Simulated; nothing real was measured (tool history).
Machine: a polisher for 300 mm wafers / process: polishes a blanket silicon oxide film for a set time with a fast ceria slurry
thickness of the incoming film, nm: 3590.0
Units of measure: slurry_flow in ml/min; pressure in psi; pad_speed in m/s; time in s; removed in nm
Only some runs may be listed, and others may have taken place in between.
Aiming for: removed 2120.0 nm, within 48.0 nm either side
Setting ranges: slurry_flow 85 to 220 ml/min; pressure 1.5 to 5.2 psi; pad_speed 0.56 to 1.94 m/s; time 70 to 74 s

run 1 hour=0.0 | slurry_flow=140 pressure=3.3 pad_speed=1.24 time=70 | removed=1728.8
run 2 hour=7.1 | slurry_flow=150 pressure=3.4 pad_speed=1.24 time=70 | removed=1824.5
run 3 hour=14.4 | slurry_flow=175 pressure=3.4 pad_speed=1.24 time=70 | removed=1857.8
run 4 hour=20.5 | slurry_flow=175 pressure=3.4 pad_speed=0.98 time=70 | removed=1481.2
run 5 hour=21.6 | slurry_flow=180 pressure=3.6 pad_speed=0.98 time=70 | removed=1582.2
run 6 hour=29.7 | slurry_flow=185 pressure=3.8 pad_speed=0.98 time=70 | removed=1674.2
run 7 hour=30.7 | slurry_flow=190 pressure=3.9 pad_speed=0.98 time=70 | removed=1701.1
run 8 hour=33.4 | slurry_flow=190 pressure=4.1 pad_speed=0.98 time=70 | removed=1823.6
run 9 hour=40.6 | slurry_flow=190 pressure=4.2 pad_speed=0.98 time=70 | removed=1851.9
run 10 hour=44.7 | slurry_flow=190 pressure=4.3 pad_speed=0.98 time=70 | removed=1907.6
run 11 hour=47.4 | slurry_flow=210 pressure=4.6 pad_speed=0.98 time=70 | removed=2061.4
run 12 hour=54.7 | slurry_flow=210 pressure=4.6 pad_speed=0.98 time=70 | removed=2049.9

Pick the move, out of 4, that brings all results within their allowed miss; only one does.
run A hour=62.0 | slurry_flow=200 pressure=4.6 pad_speed=0.96 time=70 | removed=?
run B hour=62.0 | slurry_flow=220 pressure=4.6 pad_speed=0.96 time=73 | removed=?
run C hour=62.0 | slurry_flow=185 pressure=4.1 pad_speed=1.04 time=73 | removed=?
run D hour=62.0 | slurry_flow=220 pressure=4.3 pad_speed=0.92 time=74 | removed=?

move=A removed=2006.8
move=B removed=2119.3
move=C removed=1997.5
move=D removed=1930.7
A: further off than the last run
B: each result inside its tolerance
C: further off than the last run
D: further off than the last run
Answer: B
